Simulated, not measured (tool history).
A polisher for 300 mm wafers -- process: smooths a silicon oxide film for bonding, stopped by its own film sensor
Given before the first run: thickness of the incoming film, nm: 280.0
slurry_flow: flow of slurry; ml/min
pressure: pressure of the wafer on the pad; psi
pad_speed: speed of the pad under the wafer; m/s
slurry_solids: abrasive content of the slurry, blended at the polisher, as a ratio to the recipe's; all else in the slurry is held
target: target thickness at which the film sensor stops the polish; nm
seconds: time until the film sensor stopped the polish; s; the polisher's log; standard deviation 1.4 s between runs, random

run,hour,slurry_flow,pressure,pad_speed,slurry_solids,target,seconds
1,0.0,285,1.9,0.68,1.0,261,51.053
2,5.8,285,1.9,0.68,0.9,261,55.414
3,13.3,285,2.3,0.68,0.9,261,44.970
4,16.6,285,2.1,0.66,0.9,261,52.736
5,20.8,285,2.1,0.80,0.9,261,44.290
6,25.4,285,1.7,0.80,0.9,261,55.581
7,30.3,285,1.7,0.80,0.9,261,56.549
8,36.0,285,1.6,0.80,0.9,261,58.659

Run 9 comes next. What will it give?
9,42.1,285,1.5,0.80,0.9,261,?

Logged for run 9: seconds 63.031 s.
